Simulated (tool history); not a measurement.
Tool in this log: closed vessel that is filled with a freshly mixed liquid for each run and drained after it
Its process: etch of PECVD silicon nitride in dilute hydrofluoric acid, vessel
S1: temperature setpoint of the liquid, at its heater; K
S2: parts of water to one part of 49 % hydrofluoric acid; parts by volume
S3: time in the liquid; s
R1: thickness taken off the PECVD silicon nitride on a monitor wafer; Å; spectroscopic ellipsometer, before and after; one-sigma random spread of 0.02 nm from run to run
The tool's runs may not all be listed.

{"run": 1, "hour": 0.0, "S1": 296.15, "S2": 100, "S3": 140, "R1": 37.834}
{"run": 2, "hour": 2.9, "S1": 296.15, "S2": 65, "S3": 140, "R1": 57.877}
{"run": 3, "hour": 7.2, "S1": 296.15, "S2": 40, "S3": 140, "R1": 93.054}
{"run": 4, "hour": 14.8, "S1": 294.65, "S2": 45, "S3": 140, "R1": 75.086}
{"run": 5, "hour": 19.5, "S1": 293.65, "S2": 50, "S3": 140, "R1": 62.972}
{"run": 6, "hour": 22.3, "S1": 292.65, "S2": 50, "S3": 140, "R1": 58.904}
{"run": 7, "hour": 23.5, "S1": 290.15, "S2": 60, "S3": 140, "R1": 40.923}
{"run": 8, "hour": 26.5, "S1": 290.65, "S2": 60, "S3": 140, "R1": 42.839}
{"run": 9, "hour": 31.3, "S1": 291.15, "S2": 60, "S3": 140, "R1": 44.074}

Expected results for the next run?
{"run": 10, "hour": 37.0, "S1": 292.15, "S2": 60, "S3": 140, "R1": "?"}

R1: 47.537 Å

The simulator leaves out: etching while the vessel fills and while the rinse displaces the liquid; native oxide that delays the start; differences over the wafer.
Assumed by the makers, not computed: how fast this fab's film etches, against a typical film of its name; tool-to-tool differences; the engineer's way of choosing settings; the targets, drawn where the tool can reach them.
